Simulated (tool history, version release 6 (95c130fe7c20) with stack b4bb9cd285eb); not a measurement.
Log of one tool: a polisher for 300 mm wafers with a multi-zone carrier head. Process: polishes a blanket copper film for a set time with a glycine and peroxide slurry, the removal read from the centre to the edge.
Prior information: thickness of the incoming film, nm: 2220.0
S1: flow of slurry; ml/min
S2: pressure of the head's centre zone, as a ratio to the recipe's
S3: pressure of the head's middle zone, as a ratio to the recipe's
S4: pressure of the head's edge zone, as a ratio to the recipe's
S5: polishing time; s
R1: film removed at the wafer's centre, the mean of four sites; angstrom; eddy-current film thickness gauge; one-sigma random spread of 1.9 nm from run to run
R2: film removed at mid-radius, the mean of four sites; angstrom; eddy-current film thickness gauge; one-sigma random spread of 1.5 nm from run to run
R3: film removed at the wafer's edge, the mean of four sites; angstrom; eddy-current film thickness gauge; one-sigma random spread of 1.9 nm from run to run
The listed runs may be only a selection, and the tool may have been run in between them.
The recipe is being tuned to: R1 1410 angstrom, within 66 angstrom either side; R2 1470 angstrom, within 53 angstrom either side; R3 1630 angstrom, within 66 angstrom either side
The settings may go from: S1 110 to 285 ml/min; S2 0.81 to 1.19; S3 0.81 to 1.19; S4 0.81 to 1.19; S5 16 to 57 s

| run | hour | S1 | S2 | S3 | S4 | S5 | R1 | R2 | R3 |
|---|---|---|---|---|---|---|---|---|---|
| 1 | 0 | 180 | 1 | 1 | 1 | 36 | 2856.3 | 2868.8 | 2816.9 |
| 2 | 7.3 | 180 | 1 | 1 | 1.04 | 36 | 2858.8 | 2815.4 | 2886.2 |
| 3 | 14.3 | 180 | 1 | 0.94 | 1.04 | 36 | 2815.6 | 2754.8 | 2909.8 |
| 4 | 15.8 | 165 | 0.98 | 0.92 | 1.04 | 30 | 2315.1 | 2227 | 2389.9 |
| 5 | 18.7 | 155 | 0.94 | 0.9 | 1.03 | 26 | 1851.4 | 1860.3 | 2061.5 |
| 6 | 22 | 155 | 0.87 | 0.9 | 1.03 | 26 | 1676.4 | 1849.4 | 2095.3 |
| 7 | 28.6 | 150 | 0.87 | 0.88 | 0.99 | 24 | 1571.5 | 1645 | 1889.7 |
| 8 | 31.6 | 145 | 0.86 | 0.89 | 0.95 | 24 | 1537.6 | 1684.6 | 1864.1 |
| 9 | 38.9 | 140 | 0.89 | 0.84 | 0.88 | 19 | 1263.2 | 1261.8 | 1397.7 |
| 10 | 41.4 | 160 | 0.89 | 0.85 | 0.91 | 19 | 1298 | 1304.2 | 1401.9 |
| 11 | 42.9 | 150 | 0.9 | 0.87 | 0.94 | 19 | 1285.9 | 1316.1 | 1452.1 |
| 12 | 46.3 | 155 | 0.91 | 0.88 | 0.97 | 19 | 1294.5 | 1344.6 | 1462.1 |
| 13 | 54.5 | 155 | 0.92 | 0.89 | 0.99 | 19 | 1331.1 | 1347.5 | 1467.5 |
| 14 | 63.2 | 155 | 0.92 | 0.9 | 1.01 | 19 | 1367.9 | 1336.6 | 1494.6 |

4 candidate next runs follow, results not yet known. Just one meets every target within its allowed miss. Identify it.
| A | 71.9 | 130 | 1.04 | 0.82 | 1.07 | 18 | ? | ? | ? |
| B | 71.9 | 265 | 0.89 | 0.99 | 0.85 | 19 | ? | ? | ? |
| C | 71.9 | 160 | 0.89 | 1.01 | 1 | 19 | ? | ? | ? |
| D | 71.9 | 175 | 0.9 | 0.92 | 1.05 | 20 | ? | ? | ? |

| move | R1 | R2 | R3 |
|---|---|---|---|
| A | 1382.2 | 1128.2 | 1395.9 |
| B | 1408.1 | 1551.8 | 1426.1 |
| C | 1304.1 | 1473 | 1461.3 |
| D | 1410.4 | 1454.5 | 1594 |
A: further off than the last run
B: the result that was furthest off in the last run now lies on the other side of its target
C: the worst result of the last run now meets its target, but another is out of spec
D: all results in spec
Correct choice: D, which meets every target
